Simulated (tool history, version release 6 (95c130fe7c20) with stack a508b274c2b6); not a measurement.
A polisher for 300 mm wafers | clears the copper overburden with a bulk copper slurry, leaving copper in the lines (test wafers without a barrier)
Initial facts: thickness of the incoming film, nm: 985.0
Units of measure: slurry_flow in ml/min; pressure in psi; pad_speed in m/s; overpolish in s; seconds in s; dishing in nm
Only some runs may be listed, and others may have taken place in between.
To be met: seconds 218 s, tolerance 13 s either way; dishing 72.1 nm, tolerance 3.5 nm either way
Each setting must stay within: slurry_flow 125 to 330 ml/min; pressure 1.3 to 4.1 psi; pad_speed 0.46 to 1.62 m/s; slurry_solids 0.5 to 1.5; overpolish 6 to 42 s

Run 1, hour 0: slurry_flow 210 ml/min, pressure 2.7 psi, pad_speed 1.04 m/s, slurry_solids 1, overpolish 21 s. Result: seconds 110 s, dishing 105.34 nm.
Run 2, hour 7.8: slurry_flow 210 ml/min, pressure 3.3 psi, pad_speed 1.04 m/s, slurry_solids 1, overpolish 21 s. Result: seconds 89.341 s, dishing 120.15 nm.
Run 3, hour 9.6: slurry_flow 210 ml/min, pressure 3 psi, pad_speed 1 m/s, slurry_solids 1, overpolish 21 s. Result: seconds 103.09 s, dishing 112.83 nm.
Run 4, hour 13.3: slurry_flow 210 ml/min, pressure 3 psi, pad_speed 1 m/s, slurry_solids 1, overpolish 28 s. Result: seconds 107.01 s, dishing 126.98 nm.
At hour 15.6: slurry nozzle cleaned.
Run 5, hour 15.6: slurry_flow 175 ml/min, pressure 3 psi, pad_speed 1 m/s, slurry_solids 1, overpolish 28 s. Result: seconds 102.76 s, dishing 133.98 nm.
Run 6, hour 16.1: slurry_flow 180 ml/min, pressure 2.7 psi, pad_speed 0.98 m/s, slurry_solids 1, overpolish 27 s. Result: seconds 110.75 s, dishing 122.61 nm.
Run 7, hour 16.7: slurry_flow 190 ml/min, pressure 2.5 psi, pad_speed 0.94 m/s, slurry_solids 1, overpolish 27 s. Result: seconds 126.68 s, dishing 112.24 nm.
Run 8, hour 21.4: slurry_flow 195 ml/min, pressure 2.3 psi, pad_speed 0.92 m/s, slurry_solids 1, overpolish 27 s. Result: seconds 136.7 s, dishing 108.17 nm.
Run 9, hour 27: slurry_flow 195 ml/min, pressure 2.1 psi, pad_speed 0.88 m/s, slurry_solids 1, overpolish 26 s. Result: seconds 149.33 s, dishing 95.19 nm.
Run 10, hour 34.7: slurry_flow 195 ml/min, pressure 2 psi, pad_speed 0.86 m/s, slurry_solids 1, overpolish 26 s. Result: seconds 158.35 s, dishing 89.268 nm.
Run 11, hour 40.4: slurry_flow 195 ml/min, pressure 1.9 psi, pad_speed 0.84 m/s, slurry_solids 1, overpolish 26 s. Result: seconds 177.81 s, dishing 88.556 nm.
Run 12, hour 41.1: slurry_flow 195 ml/min, pressure 1.8 psi, pad_speed 0.84 m/s, slurry_solids 1, overpolish 26 s. Result: seconds 178.3 s, dishing 83.346 nm.
Run 13, hour 49.8: slurry_flow 195 ml/min, pressure 1.7 psi, pad_speed 0.84 m/s, slurry_solids 1, overpolish 26 s. Result: seconds 187.94 s, dishing 81.723 nm.
Run 14, hour 50.9: slurry_flow 195 ml/min, pressure 1.6 psi, pad_speed 0.84 m/s, slurry_solids 1, overpolish 26 s. Result: seconds 192.78 s, dishing 76.734 nm.

Of the 4 settings listed for the next run, only one would bring every result within its allowed miss of target. Which one?
Run A, hour 52: slurry_flow 235 ml/min, pressure 2.2 psi, pad_speed 0.72 m/s, slurry_solids 0.85, overpolish 19 s. Result: seconds ?, dishing ?.
Run B, hour 52: slurry_flow 220 ml/min, pressure 1.5 psi, pad_speed 1.02 m/s, slurry_solids 1, overpolish 24 s. Result: seconds ?, dishing ?.
Run C, hour 52: slurry_flow 185 ml/min, pressure 1.8 psi, pad_speed 0.72 m/s, slurry_solids 0.75, overpolish 25 s. Result: seconds ?, dishing ?.
Run D, hour 52: slurry_flow 230 ml/min, pressure 1.5 psi, pad_speed 1.02 m/s, slurry_solids 1.1, overpolish 26 s. Result: seconds ?, dishing ?.

move  seconds  dishing
   A   178.82   71.954
   B   172.36   82.828
   C   222.58   73.351
   D   168.84   88.139
A: misses by more than the last run did
B: misses by more than the last run did
C: all results in spec
D: misses by more than the last run did
C is the move that brings every result within its allowed miss.
